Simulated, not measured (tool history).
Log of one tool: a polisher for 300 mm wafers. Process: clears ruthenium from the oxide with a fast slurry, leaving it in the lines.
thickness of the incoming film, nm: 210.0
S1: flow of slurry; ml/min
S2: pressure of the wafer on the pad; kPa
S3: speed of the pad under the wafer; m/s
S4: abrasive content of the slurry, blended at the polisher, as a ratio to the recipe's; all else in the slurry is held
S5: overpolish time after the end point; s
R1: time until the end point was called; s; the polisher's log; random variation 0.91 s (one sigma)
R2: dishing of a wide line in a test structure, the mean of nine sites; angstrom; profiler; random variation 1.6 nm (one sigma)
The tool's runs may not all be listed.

run  hour   S1    S2    S3    S4  S5      R1      R2
  1   0.0  320  22.8  0.78  1.00  27  50.668  788.17
  2   1.0  320  22.8  0.78  1.00  33  49.891  910.73
  3   2.0  320  22.8  0.78  1.00  34  51.180  944.12
  4  10.1  320  22.8  0.78  0.85  34  54.810  882.47
  5  12.5  320  22.8  0.78  0.85  26  53.879  708.07
  6  13.5  320  23.4  0.78  0.85  28  53.267  774.34
  7  19.1  320  24.1  0.78  0.85  30  50.810  837.18

Forecast run 8:
  8  21.7  320  24.1  0.78  0.85  31   ?   ?

Run 8 gave R1 51.800 s, R2 837.23 angstrom.
